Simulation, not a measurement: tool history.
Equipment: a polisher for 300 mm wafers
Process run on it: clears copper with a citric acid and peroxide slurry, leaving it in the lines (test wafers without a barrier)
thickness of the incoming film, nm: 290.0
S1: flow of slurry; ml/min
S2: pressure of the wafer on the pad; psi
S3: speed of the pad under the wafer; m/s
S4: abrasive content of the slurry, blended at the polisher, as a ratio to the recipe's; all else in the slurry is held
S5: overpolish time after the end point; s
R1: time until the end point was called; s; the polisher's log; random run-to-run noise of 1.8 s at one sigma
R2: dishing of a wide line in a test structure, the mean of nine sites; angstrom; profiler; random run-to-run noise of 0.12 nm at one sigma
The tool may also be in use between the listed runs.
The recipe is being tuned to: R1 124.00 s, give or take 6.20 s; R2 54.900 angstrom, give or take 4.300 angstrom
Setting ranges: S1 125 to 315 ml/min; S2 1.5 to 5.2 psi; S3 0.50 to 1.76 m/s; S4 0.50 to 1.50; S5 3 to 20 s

run 1 hour=0.0 | S1=205 S2=3.3 S3=1.12 S4=1.00 S5=10 | R1=102.90 R2=210.890
run 2 hour=5.3 | S1=205 S2=2.6 S3=1.12 S4=1.00 S5=10 | R1=126.88 R2=173.470
run 3 hour=13.6 | S1=205 S2=2.6 S3=1.12 S4=1.00 S5=12 | R1=127.16 R2=206.770
run 4 hour=16.0 | S1=205 S2=1.9 S3=1.12 S4=1.00 S5=12 | R1=165.49 R2=156.320
run 5 hour=18.9 | S1=205 S2=2.3 S3=1.12 S4=1.00 S5=12 | R1=138.68 R2=186.250
run 6 hour=25.1 | S1=170 S2=2.3 S3=1.12 S4=1.00 S5=12 | R1=144.31 R2=180.120
run 7 hour=30.7 | S1=160 S2=2.1 S3=1.18 S4=1.00 S5=10 | R1=152.05 R2=143.830
run 8 hour=38.8 | S1=215 S2=2.4 S3=0.96 S4=1.25 S5=5 | R1=148.17 R2=75.815
run 9 hour=41.4 | S1=270 S2=3.0 S3=0.74 S4=1.50 S5=3 | R1=145.92 R2=47.346
run 10 hour=48.0 | S1=270 S2=3.1 S3=0.74 S4=1.50 S5=3 | R1=142.65 R2=50.748
run 11 hour=56.1 | S1=275 S2=3.2 S3=0.74 S4=1.50 S5=3 | R1=139.02 R2=51.012
run 12 hour=59.5 | S1=280 S2=3.3 S3=0.74 S4=1.50 S5=3 | R1=135.07 R2=51.278
run 13 hour=68.0 | S1=280 S2=3.4 S3=0.74 S4=1.50 S5=3 | R1=132.23 R2=55.392

Consider the 4 candidate settings below. Which is the only one whose results all fall within their allowed miss of target?
run A hour=76.5 | S1=310 S2=2.6 S3=0.94 S4=1.20 S5=4 | R1=? R2=?
run B hour=76.5 | S1=270 S2=3.2 S3=0.86 S4=1.40 S5=3 | R1=? R2=?
run C hour=76.5 | S1=275 S2=3.7 S3=0.86 S4=1.45 S5=3 | R1=? R2=?
run D hour=76.5 | S1=315 S2=3.7 S3=0.62 S4=1.50 S5=3 | R1=? R2=?

move=A R1=138.95 R2=66.385
move=B R1=122.67 R2=56.653
move=C R1=106.39 R2=65.202
move=D R1=142.71 R2=48.856
A: lands further from the targets than the last run did
B: all results in spec
C: pushes the last run's worst result past its target
D: lands further from the targets than the last run did
Answer: B
